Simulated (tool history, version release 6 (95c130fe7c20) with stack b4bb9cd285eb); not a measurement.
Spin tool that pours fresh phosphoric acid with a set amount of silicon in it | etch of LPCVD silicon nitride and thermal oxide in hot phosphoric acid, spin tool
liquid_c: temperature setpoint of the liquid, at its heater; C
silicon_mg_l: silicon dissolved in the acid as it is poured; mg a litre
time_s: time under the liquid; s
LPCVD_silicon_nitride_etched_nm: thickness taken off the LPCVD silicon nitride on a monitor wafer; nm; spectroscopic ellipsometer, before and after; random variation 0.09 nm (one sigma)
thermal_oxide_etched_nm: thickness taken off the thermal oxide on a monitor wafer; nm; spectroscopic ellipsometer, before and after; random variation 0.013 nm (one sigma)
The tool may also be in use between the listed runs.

run  hour  liquid_c  silicon_mg_l  time_s  LPCVD_silicon_nitride_etched_nm  thermal_oxide_etched_nm
  1     0       163          22.5     180                           18.263                  0.34553
  2   8.4     162.5          22.5     165                           16.144                  0.30043
  3  15.6     161.5          22.5     155                           14.818                  0.29955
  4  20.1     161.5          10.5     155                           14.841                  0.36959
  5  22.4     161.5            19     155                            14.84                  0.31794
  6  28.4     159.5            19     155                           14.027                  0.28157
  7  35.5     159.5          20.5     145                           12.954                  0.24644

The next listed run, before its measurement:
  8  38.4     159.5          21.5     140                                ?                        ?

LPCVD_silicon_nitride_etched_nm: 12.623 nm
thermal_oxide_etched_nm: 0.24314 nm

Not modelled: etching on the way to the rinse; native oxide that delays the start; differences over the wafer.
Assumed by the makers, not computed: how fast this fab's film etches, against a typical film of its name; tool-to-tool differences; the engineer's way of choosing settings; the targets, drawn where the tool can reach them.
